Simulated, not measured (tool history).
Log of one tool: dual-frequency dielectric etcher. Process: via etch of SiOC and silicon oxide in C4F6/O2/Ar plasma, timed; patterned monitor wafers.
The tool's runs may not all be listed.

| run | hour | source power (kW) | bias power (kW) | etch time (s) | mean etch depth across the wafer (angstrom) |
|---|---|---|---|---|---|
| 1 | 0.0 | 0.450 | 0.158 | 115.5 | 1414.7 |
| 2 | 3.4 | 0.390 | 0.139 | 115.5 | 1254.4 |
| 3 | 7.5 | 0.360 | 0.134 | 115.5 | 1186.9 |
| 4 | 8.5 | 0.360 | 0.134 | 120.0 | 1237.8 |
| 5 | 12.8 | 0.390 | 0.134 | 120.0 | 1281.3 |
| 6 | 14.8 | 0.430 | 0.134 | 120.0 | 1368.5 |
| 7 | 22.2 | 0.430 | 0.134 | 120.0 | 1358.7 |
| 8 | 27.7 | 0.390 | 0.128 | 119.5 | 1263.4 |

Run 9 comes next. What will it give?
| 9 | 35.6 | 0.300 | 0.111 | 118.5 | ? |

{"run 9": {"mean etch depth across the wafer (angstrom)": 1022.3}}
